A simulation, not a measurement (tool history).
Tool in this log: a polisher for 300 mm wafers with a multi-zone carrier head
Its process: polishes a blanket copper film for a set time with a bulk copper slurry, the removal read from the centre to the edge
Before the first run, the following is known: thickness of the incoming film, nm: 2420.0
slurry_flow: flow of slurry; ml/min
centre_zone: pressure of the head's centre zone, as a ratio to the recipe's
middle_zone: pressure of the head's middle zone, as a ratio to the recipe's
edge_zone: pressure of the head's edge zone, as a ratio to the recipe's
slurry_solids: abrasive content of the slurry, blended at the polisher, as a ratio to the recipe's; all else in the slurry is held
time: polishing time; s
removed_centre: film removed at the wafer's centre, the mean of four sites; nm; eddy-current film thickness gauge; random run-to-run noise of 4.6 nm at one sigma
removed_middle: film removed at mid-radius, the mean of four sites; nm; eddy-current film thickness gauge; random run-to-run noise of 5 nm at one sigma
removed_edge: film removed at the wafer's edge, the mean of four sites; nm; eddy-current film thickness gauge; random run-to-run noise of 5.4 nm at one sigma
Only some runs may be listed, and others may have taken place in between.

run 1 day=0.000 | slurry_flow=300 centre_zone=1.00 middle_zone=1.00 edge_zone=1.00 slurry_solids=1.00 time=71 | removed_centre=587.22 removed_middle=596.41 removed_edge=573.24
run 2 day=0.346 | slurry_flow=300 centre_zone=1.00 middle_zone=1.00 edge_zone=1.00 slurry_solids=1.00 time=63 | removed_centre=522.48 removed_middle=509.57 removed_edge=505.29
run 3 day=0.550 | slurry_flow=295 centre_zone=1.00 middle_zone=0.97 edge_zone=0.98 slurry_solids=0.95 time=63 | removed_centre=517.22 removed_middle=495.01 removed_edge=504.75
run 4 day=0.925 | slurry_flow=295 centre_zone=1.06 middle_zone=0.97 edge_zone=0.98 slurry_solids=0.95 time=63 | removed_centre=536.76 removed_middle=508.87 removed_edge=502.81
run 5 day=1.083 | slurry_flow=295 centre_zone=1.05 middle_zone=0.94 edge_zone=0.96 slurry_solids=0.90 time=63 | removed_centre=530.52 removed_middle=480.32 removed_edge=481.45
run 6 day=1.246 | slurry_flow=295 centre_zone=1.05 middle_zone=0.94 edge_zone=0.93 slurry_solids=0.90 time=63 | removed_centre=530.80 removed_middle=484.99 removed_edge=493.38
run 7 day=1.412 | slurry_flow=290 centre_zone=1.04 middle_zone=0.93 edge_zone=0.93 slurry_solids=0.85 time=63 | removed_centre=517.73 removed_middle=481.47 removed_edge=480.49

Run 8 has not been measured yet. What should we expect?
run 8 day=1.662 | slurry_flow=285 centre_zone=1.03 middle_zone=0.91 edge_zone=0.93 slurry_solids=0.85 time=63 | removed_centre=? removed_middle=? removed_edge=?

Run 8 produced removed_centre 510.41 nm, removed_middle 470.52 nm, removed_edge 478.97 nm.

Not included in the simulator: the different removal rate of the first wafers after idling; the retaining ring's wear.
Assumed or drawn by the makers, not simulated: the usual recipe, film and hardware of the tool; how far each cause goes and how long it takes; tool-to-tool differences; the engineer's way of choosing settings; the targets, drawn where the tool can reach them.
